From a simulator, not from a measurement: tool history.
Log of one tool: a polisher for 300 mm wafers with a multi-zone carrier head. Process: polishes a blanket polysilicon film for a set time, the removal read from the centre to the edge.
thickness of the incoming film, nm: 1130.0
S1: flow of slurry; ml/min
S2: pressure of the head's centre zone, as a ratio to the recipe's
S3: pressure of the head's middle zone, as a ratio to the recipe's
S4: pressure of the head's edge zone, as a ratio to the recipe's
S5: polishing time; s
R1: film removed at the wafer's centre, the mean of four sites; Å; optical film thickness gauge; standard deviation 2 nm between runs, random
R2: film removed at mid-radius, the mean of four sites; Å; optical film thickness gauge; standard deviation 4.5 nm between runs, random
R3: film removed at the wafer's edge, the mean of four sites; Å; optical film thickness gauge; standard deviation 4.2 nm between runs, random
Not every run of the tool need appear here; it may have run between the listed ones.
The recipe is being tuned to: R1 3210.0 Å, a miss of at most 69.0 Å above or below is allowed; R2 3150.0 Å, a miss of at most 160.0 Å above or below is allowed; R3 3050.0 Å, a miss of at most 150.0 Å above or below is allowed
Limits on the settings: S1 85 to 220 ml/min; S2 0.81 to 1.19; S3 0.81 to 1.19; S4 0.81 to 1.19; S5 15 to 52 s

run  hour   S1    S2    S3    S4  S5      R1      R2      R3
  1   0.0  140  1.00  1.00  1.00  33  2245.7  2255.8  2191.0
  2   4.1  145  1.01  1.01  1.02  34  2330.9  2348.8  2324.2
  3   7.3  150  1.03  1.03  1.03  34  2430.9  2383.3  2365.8
  4  12.1  150  1.03  1.06  1.03  34  2431.8  2461.6  2334.4
  5  18.0  185  1.03  1.06  1.03  34  2538.2  2544.6  2384.5
  6  21.1  185  1.03  1.06  1.03  28  2072.4  2013.6  1976.9
  7  25.5  185  1.04  1.07  1.05  29  2158.4  2138.3  2036.6
  8  33.7  190  1.07  1.03  1.15  39  3027.7  2891.1  2887.2

Exactly one of the 5 candidate moves below puts every result within its allowed miss. Which one?
  A  41.9  180  1.09  1.10  1.15  41   ?   ?   ?
  B  41.9  200  1.05  1.05  1.19  40   ?   ?   ?
  C  41.9  185  0.98  0.81  1.19  42   ?   ?   ?
  D  41.9  210  1.14  1.19  0.92  39   ?   ?   ?
  E  41.9  200  1.15  1.19  0.92  39   ?   ?   ?

move      R1      R2      R3
   A  3175.2  3146.6  3063.5
   B  3045.1  3036.8  3081.6
   C  2950.7  2727.6  3213.8
   D  3238.7  3215.7  2656.4
   E  3240.1  3192.8  2642.5
A: every result lands within tolerance
B: an improvement on the last run, though not all results are within tolerance
C: moves away from the targets compared with the last run
D: brings the last run's worst result on target, with another outside its allowed miss
E: brings the last run's worst result on target, with another outside its allowed miss
A meets every target.

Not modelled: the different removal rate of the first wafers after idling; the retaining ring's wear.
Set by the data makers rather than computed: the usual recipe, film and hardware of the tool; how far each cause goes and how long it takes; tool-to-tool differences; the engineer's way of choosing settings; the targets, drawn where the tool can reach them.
